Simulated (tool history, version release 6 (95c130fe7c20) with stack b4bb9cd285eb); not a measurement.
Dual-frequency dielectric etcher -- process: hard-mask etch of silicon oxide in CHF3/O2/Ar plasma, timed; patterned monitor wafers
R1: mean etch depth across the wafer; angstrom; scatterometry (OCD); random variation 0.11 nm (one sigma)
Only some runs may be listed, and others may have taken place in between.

Run 1, day 0: source power (W) 560, bias power (W) 210, etch time (s) 17.5. Result: R1 363.4 angstrom.
Run 2, day 0.312: source power (W) 580, bias power (W) 212, etch time (s) 17.5. Result: R1 368.4 angstrom.
Run 3, day 0.388: source power (W) 580, bias power (W) 212, etch time (s) 16. Result: R1 337.11 angstrom.
Run 4, day 0.646: source power (W) 610, bias power (W) 222, etch time (s) 16. Result: R1 350.53 angstrom.
Run 5, day 0.817: source power (W) 630, bias power (W) 229, etch time (s) 16. Result: R1 358.95 angstrom.
Run 6, day 1.183: source power (W) 630, bias power (W) 258, etch time (s) 16. Result: R1 373.81 angstrom.

Run 7 is up next; what results do you expect?
Run 7, day 1.438: source power (W) 650, bias power (W) 260, etch time (s) 16. Result: R1 ?.

{"run 7": {"R1": 379.81}}
